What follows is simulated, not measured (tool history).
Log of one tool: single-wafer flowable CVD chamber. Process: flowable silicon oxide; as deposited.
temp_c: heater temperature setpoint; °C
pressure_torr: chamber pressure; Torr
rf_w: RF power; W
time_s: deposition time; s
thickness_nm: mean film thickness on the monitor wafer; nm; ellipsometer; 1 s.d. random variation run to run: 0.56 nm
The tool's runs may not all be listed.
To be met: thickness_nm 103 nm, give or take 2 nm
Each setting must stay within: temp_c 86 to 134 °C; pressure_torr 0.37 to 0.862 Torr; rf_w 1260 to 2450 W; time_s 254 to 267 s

Run 1, hour 0: temp_c 110 °C, pressure_torr 0.616 Torr, rf_w 1855 W, time_s 267 s. Result: thickness_nm 75.996 nm.
Run 2, hour 1: temp_c 110 °C, pressure_torr 0.616 Torr, rf_w 2080 W, time_s 267 s. Result: thickness_nm 78.349 nm.
Run 3, hour 1.9: temp_c 110 °C, pressure_torr 0.667 Torr, rf_w 2080 W, time_s 267 s. Result: thickness_nm 84.67 nm.
Run 4, hour 9: temp_c 118 °C, pressure_torr 0.667 Torr, rf_w 2080 W, time_s 267 s. Result: thickness_nm 65.692 nm.
Run 5, hour 15.2: temp_c 118 °C, pressure_torr 0.748 Torr, rf_w 2080 W, time_s 267 s. Result: thickness_nm 71.979 nm.
Run 6, hour 16.2: temp_c 116 °C, pressure_torr 0.748 Torr, rf_w 2080 W, time_s 267 s. Result: thickness_nm 77.694 nm.
Run 7, hour 18.6: temp_c 114 °C, pressure_torr 0.748 Torr, rf_w 2080 W, time_s 267 s. Result: thickness_nm 82.306 nm.
Run 8, hour 23.1: temp_c 113 °C, pressure_torr 0.748 Torr, rf_w 2080 W, time_s 267 s. Result: thickness_nm 85.729 nm.
Run 9, hour 28.3: temp_c 112 °C, pressure_torr 0.748 Torr, rf_w 2080 W, time_s 267 s. Result: thickness_nm 88.78 nm.
Run 10, hour 37.1: temp_c 111 °C, pressure_torr 0.748 Torr, rf_w 2080 W, time_s 267 s. Result: thickness_nm 91.409 nm.
Run 11, hour 42.6: temp_c 110 °C, pressure_torr 0.748 Torr, rf_w 2080 W, time_s 267 s. Result: thickness_nm 93.901 nm.

Which of these 5 next moves meets every target?
Run A, hour 48.1: temp_c 107 °C, pressure_torr 0.784 Torr, rf_w 1930 W, time_s 267 s. Result: thickness_nm ?.
Run B, hour 48.1: temp_c 104 °C, pressure_torr 0.747 Torr, rf_w 2000 W, time_s 254 s. Result: thickness_nm ?.
Run C, hour 48.1: temp_c 97 °C, pressure_torr 0.566 Torr, rf_w 2205 W, time_s 254 s. Result: thickness_nm ?.
Run D, hour 48.1: temp_c 107 °C, pressure_torr 0.783 Torr, rf_w 2065 W, time_s 264 s. Result: thickness_nm ?.
Run E, hour 48.1: temp_c 109 °C, pressure_torr 0.8 Torr, rf_w 2090 W, time_s 266 s. Result: thickness_nm ?.

move  thickness_nm
   A        107.56
   B        108.74
   C        107.06
   D        107.53
   E        103.64
A: carries the result that was furthest off beyond its target, to the other side
B: carries the result that was furthest off beyond its target, to the other side
C: carries the result that was furthest off beyond its target, to the other side
D: carries the result that was furthest off beyond its target, to the other side
E: in spec on every target
Answer: E

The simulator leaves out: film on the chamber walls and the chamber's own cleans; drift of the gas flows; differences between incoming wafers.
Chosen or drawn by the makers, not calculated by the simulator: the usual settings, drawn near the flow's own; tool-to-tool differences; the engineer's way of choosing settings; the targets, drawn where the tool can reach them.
